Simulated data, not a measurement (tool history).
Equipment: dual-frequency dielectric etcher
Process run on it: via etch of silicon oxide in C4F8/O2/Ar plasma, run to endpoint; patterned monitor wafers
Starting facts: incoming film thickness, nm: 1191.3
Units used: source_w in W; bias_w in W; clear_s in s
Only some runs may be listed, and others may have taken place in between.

{"run": 1, "hour": 0.0, "source_w": 1910, "bias_w": 1453, "clear_s": 249.34}
{"run": 2, "hour": 3.8, "source_w": 2220, "bias_w": 1453, "clear_s": 235.48}
{"run": 3, "hour": 11.4, "source_w": 2450, "bias_w": 1453, "clear_s": 228.95}
{"run": 4, "hour": 16.8, "source_w": 2270, "bias_w": 1390, "clear_s": 236.42}
{"run": 5, "hour": 18.7, "source_w": 2120, "bias_w": 1339, "clear_s": 245.6}
{"run": 6, "hour": 19.4, "source_w": 2340, "bias_w": 1339, "clear_s": 236.45}
{"run": 7, "hour": 20.2, "source_w": 2190, "bias_w": 1292, "clear_s": 245.2}
{"run": 8, "hour": 25.4, "source_w": 2080, "bias_w": 1259, "clear_s": 251.82}

What will run 9 give?
{"run": 9, "hour": 33.2, "source_w": 2000, "bias_w": 1235, "clear_s": "?"}

{"run 9": {"clear_s": 255.75}}
